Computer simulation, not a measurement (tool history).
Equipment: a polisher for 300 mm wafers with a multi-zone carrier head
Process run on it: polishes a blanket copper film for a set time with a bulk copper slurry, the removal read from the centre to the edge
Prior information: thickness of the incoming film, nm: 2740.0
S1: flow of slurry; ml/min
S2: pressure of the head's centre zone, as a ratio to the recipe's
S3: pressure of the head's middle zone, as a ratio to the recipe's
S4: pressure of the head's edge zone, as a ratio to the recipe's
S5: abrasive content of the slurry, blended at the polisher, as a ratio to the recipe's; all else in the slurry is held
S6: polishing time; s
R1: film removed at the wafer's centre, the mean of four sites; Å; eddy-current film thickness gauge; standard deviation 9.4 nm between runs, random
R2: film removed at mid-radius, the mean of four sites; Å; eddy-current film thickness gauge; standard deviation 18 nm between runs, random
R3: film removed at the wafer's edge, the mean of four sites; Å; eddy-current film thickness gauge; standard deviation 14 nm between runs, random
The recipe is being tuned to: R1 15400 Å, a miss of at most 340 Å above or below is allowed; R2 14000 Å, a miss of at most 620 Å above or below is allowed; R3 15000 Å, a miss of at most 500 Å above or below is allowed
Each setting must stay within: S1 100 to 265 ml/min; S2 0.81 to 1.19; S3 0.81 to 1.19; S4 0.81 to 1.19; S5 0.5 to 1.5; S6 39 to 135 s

Run 1, hour 0: S1 170 ml/min, S2 1, S3 1, S4 1, S5 1, S6 87 s. Result: R1 8863.3 Å, R2 9016.2 Å, R3 9260.1 Å.
Run 2, hour 3.3: S1 170 ml/min, S2 1, S3 1, S4 1, S5 1.1, S6 87 s. Result: R1 9034.6 Å, R2 9378.7 Å, R3 9285.4 Å.
Run 3, hour 4.3: S1 170 ml/min, S2 0.92, S3 1, S4 1, S5 1.1, S6 87 s. Result: R1 8359.6 Å, R2 9168.5 Å, R3 9322.2 Å.
Run 4, hour 11.8: S1 170 ml/min, S2 0.92, S3 1, S4 1, S5 1.2, S6 87 s. Result: R1 8499.9 Å, R2 9528.9 Å, R3 9561.9 Å.
Run 5, hour 13.5: S1 170 ml/min, S2 0.92, S3 1, S4 1.03, S5 1.2, S6 87 s. Result: R1 8386.4 Å, R2 9455.2 Å, R3 9774.3 Å.
Run 6, hour 14.3: S1 190 ml/min, S2 0.99, S3 0.99, S4 1.06, S5 1.3, S6 93 s. Result: R1 10030 Å, R2 10545 Å, R3 10782 Å.
Run 7, hour 22.2: S1 195 ml/min, S2 1.03, S3 0.98, S4 1.09, S5 1.35, S6 99 s. Result: R1 11288 Å, R2 11115 Å, R3 11705 Å.
Run 8, hour 29.9: S1 200 ml/min, S2 1.05, S3 0.98, S4 1.11, S5 1.4, S6 104 s. Result: R1 12260 Å, R2 11801 Å, R3 12430 Å.
Run 9, hour 33.4: S1 205 ml/min, S2 1.06, S3 0.98, S4 1.13, S5 1.45, S6 108 s. Result: R1 12929 Å, R2 12331 Å, R3 13461 Å.
Run 10, hour 38.7: S1 215 ml/min, S2 1.08, S3 0.99, S4 1.14, S5 1.45, S6 110 s. Result: R1 13626 Å, R2 13001 Å, R3 13856 Å.
Run 11, hour 44.3: S1 225 ml/min, S2 1.1, S3 0.99, S4 1.15, S5 1.45, S6 111 s. Result: R1 14167 Å, R2 12951 Å, R3 14077 Å.
Run 12, hour 48.3: S1 230 ml/min, S2 1.11, S3 1, S4 1.16, S5 1.45, S6 112 s. Result: R1 14410 Å, R2 13042 Å, R3 14204 Å.
Run 13, hour 52.8: S1 235 ml/min, S2 1.11, S3 1.01, S4 1.16, S5 1.45, S6 113 s. Result: R1 14664 Å, R2 13763 Å, R3 14508 Å.
Run 14, hour 54.8: S1 235 ml/min, S2 1.11, S3 1.01, S4 1.16, S5 1.45, S6 113 s. Result: R1 14649 Å, R2 13503 Å, R3 14391 Å.
Run 15, hour 56.2: S1 240 ml/min, S2 1.11, S3 1.01, S4 1.17, S5 1.45, S6 114 s. Result: R1 14854 Å, R2 13621 Å, R3 14872 Å.
Run 16, hour 59.2: S1 245 ml/min, S2 1.12, S3 1.01, S4 1.17, S5 1.45, S6 114 s. Result: R1 14938 Å, R2 13790 Å, R3 14755 Å.

Next run, 5 choices. One meets every target within its allowed miss, the rest don't. Which?
Run A, hour 62.2: S1 185 ml/min, S2 1.18, S3 0.97, S4 1.15, S5 1.5, S6 110 s. Result: R1 ?, R2 ?, R3 ?.
Run B, hour 62.2: S1 230 ml/min, S2 1.08, S3 0.89, S4 1.19, S5 1.4, S6 116 s. Result: R1 ?, R2 ?, R3 ?.
Run C, hour 62.2: S1 200 ml/min, S2 1.15, S3 1.11, S4 1.14, S5 1.4, S6 113 s. Result: R1 ?, R2 ?, R3 ?.
Run D, hour 62.2: S1 250 ml/min, S2 1.13, S3 1.13, S4 1.19, S5 1.3, S6 114 s. Result: R1 ?, R2 ?, R3 ?.
Run E, hour 62.2: S1 265 ml/min, S2 1.07, S3 0.94, S4 1.07, S5 1.35, S6 123 s. Result: R1 ?, R2 ?, R3 ?.

move     R1     R2     R3
   A  14589  12620  13832
   B  14296  12733  14945
   C  14562  14170  14015
   D  14636  14635  14511
   E  15166  14116  15058
A: further off than the last run
B: further off than the last run
C: further off than the last run
D: further off than the last run
E: hits every target within its allowed miss
E is the move that brings every result within its allowed miss.

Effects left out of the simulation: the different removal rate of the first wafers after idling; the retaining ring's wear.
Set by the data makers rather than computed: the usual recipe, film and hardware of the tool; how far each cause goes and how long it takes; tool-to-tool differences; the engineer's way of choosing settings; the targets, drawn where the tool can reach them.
